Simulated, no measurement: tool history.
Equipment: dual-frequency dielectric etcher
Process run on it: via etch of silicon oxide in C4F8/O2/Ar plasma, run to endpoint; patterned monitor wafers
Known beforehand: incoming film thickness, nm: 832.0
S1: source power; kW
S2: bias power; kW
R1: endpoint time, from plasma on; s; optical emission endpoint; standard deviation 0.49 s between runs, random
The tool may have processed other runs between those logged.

{"run": 1, "hour": 0.0, "S1": 1.75, "S2": 1.647, "R1": 193.79}
{"run": 2, "hour": 3.5, "S1": 1.83, "S2": 1.664, "R1": 188.8}
{"run": 3, "hour": 5.0, "S1": 1.83, "S2": 1.562, "R1": 192.39}
{"run": 4, "hour": 7.1, "S1": 2.07, "S2": 1.562, "R1": 183.09}
{"run": 5, "hour": 16.0, "S1": 2.12, "S2": 1.587, "R1": 181.39}
{"run": 6, "hour": 20.5, "S1": 2.34, "S2": 1.587, "R1": 173.75}
{"run": 7, "hour": 23.6, "S1": 2.35, "S2": 1.616, "R1": 170.51}
{"run": 8, "hour": 30.3, "S1": 2.36, "S2": 1.627, "R1": 170.2}
{"run": 9, "hour": 35.8, "S1": 2.37, "S2": 1.638, "R1": 171.63}
{"run": 10, "hour": 44.1, "S1": 2.38, "S2": 1.669, "R1": 169.22}

For run 11, what comes out?
{"run": 11, "hour": 49.1, "S1": 2.39, "S2": 1.682, "R1": "?"}

{"run 11": {"R1": 169.02}}

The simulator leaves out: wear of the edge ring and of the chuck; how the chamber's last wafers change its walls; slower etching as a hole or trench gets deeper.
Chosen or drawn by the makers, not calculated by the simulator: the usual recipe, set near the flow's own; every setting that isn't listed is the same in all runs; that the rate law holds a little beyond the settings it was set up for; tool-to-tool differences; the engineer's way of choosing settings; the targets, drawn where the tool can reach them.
